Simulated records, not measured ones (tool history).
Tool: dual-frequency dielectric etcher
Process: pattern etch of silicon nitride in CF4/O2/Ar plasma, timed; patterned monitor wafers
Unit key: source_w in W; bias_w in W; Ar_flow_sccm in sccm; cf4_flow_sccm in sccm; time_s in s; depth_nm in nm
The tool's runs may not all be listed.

run  hour  source_w  bias_w  Ar_flow_sccm  cf4_flow_sccm  time_s  depth_nm
  1     0       480      60           124            119   438.5    857.54
  2   4.5       520      61           124            119   438.5    941.56
  3  10.4       520      51           124            119   438.5    841.04
  4  16.1       520      51           108            119   438.5    856.61
  5  22.8       550      53           107            119   438.5    931.17
  6  25.9       480      53           107            119   438.5    812.29

Run 7, settings as shown, results not yet in. Your forecast:
  7  31.9       520      54           107            119   438.5         ?

{"run 7": {"depth_nm": 883.42}}

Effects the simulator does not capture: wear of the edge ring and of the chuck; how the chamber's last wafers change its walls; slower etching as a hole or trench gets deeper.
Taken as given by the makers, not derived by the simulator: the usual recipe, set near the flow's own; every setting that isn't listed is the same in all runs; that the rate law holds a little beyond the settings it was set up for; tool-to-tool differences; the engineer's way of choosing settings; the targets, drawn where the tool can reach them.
